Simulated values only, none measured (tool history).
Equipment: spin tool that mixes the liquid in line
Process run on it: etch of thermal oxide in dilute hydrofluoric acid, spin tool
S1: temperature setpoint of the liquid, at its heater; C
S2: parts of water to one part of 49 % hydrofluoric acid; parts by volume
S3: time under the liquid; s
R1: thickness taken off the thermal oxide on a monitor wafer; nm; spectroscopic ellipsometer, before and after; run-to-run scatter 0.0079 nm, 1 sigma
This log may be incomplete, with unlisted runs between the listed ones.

| run | hour | S1 | S2 | S3 | R1 |
|---|---|---|---|---|---|
| 1 | 0 | 24 | 270 | 40 | 0.6459 |
| 2 | 2.6 | 24.5 | 270 | 40 | 0.67031 |
| 3 | 4.2 | 25 | 270 | 40 | 0.65682 |
| 4 | 6.2 | 25 | 350 | 40 | 0.4839 |
| 5 | 8.5 | 26 | 340 | 40 | 0.51077 |
| 6 | 12 | 26 | 285 | 40 | 0.64744 |
| 7 | 20 | 27 | 285 | 40 | 0.66548 |
| 8 | 27.7 | 27.5 | 285 | 40 | 0.6929 |

Run 9 has not been measured yet. What should we expect?
| 9 | 30.7 | 28 | 285 | 40 | ? |

R1: 0.70032 nm
